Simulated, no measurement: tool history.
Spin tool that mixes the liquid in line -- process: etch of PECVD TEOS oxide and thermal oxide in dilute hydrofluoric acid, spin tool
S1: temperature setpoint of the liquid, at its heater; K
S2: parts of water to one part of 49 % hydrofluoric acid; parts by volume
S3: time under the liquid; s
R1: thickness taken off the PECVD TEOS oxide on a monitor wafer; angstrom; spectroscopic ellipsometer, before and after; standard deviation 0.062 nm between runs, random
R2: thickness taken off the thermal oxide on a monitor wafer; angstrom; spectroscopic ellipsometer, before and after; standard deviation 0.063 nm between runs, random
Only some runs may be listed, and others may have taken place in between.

run    day      S1  S2  S3      R1      R2
  1      0  296.15  70  30  89.564   19.12
  2  0.279  296.15  70  15  44.911  9.5099
  3  0.417  294.15  70  15  41.202  8.7568
  4  0.483  296.65  55  15  59.541  13.292
  5  0.575  296.65  55  30  118.15  25.696
  6  0.821  298.15  55  30  126.21  27.028
  7  0.979  299.15  55  30  131.09  27.954
  8  1.146  299.65  55  30  133.85  28.879
  9  1.312  300.15  55  30  136.49  28.516

Estimate the outcome of run 10 from the log above:
 10  1.338  300.65  55  30   ?   ?

{"run 10": {"R1": 139.22, "R2": 30.222}}

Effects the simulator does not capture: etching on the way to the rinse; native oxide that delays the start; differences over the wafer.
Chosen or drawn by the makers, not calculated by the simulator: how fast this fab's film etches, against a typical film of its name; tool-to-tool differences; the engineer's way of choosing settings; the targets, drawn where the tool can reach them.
